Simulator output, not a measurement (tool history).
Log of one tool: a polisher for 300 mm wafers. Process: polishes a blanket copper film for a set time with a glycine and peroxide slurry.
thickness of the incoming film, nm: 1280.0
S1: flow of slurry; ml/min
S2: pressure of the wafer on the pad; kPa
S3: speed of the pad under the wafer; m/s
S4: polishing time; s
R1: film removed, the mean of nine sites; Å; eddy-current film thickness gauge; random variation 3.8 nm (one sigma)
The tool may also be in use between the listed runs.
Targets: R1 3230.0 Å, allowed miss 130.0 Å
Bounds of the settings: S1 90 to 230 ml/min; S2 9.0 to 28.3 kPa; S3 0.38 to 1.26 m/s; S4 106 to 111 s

run,hour,S1,S2,S3,S4,R1
1,0.0,150,18.6,0.82,106,4704.1
2,1.0,150,17.2,0.82,106,4428.0
3,9.8,150,13.1,0.82,106,3633.5
4,13.7,150,13.1,1.02,106,4189.7
5,18.3,150,13.1,1.02,111,4345.3
6,19.2,150,16.5,1.02,111,5288.5
7,24.5,150,14.5,1.00,111,4628.5
8,31.3,150,13.1,0.98,111,4312.1

4 next moves are on the table. One of them brings every result within its allowed miss. Which?
A,38.1,140,10.3,0.78,106,?
B,38.1,115,11.0,0.92,106,?
C,38.1,170,11.0,0.90,106,?
D,38.1,130,10.3,0.80,106,?

move,R1
A,2874.0
B,3195.5
C,3416.2
D,2873.7
A: takes the result that was furthest off past its target
B: meets every target
C: nearer than the last run, and not there yet
D: takes the result that was furthest off past its target
Answer: B

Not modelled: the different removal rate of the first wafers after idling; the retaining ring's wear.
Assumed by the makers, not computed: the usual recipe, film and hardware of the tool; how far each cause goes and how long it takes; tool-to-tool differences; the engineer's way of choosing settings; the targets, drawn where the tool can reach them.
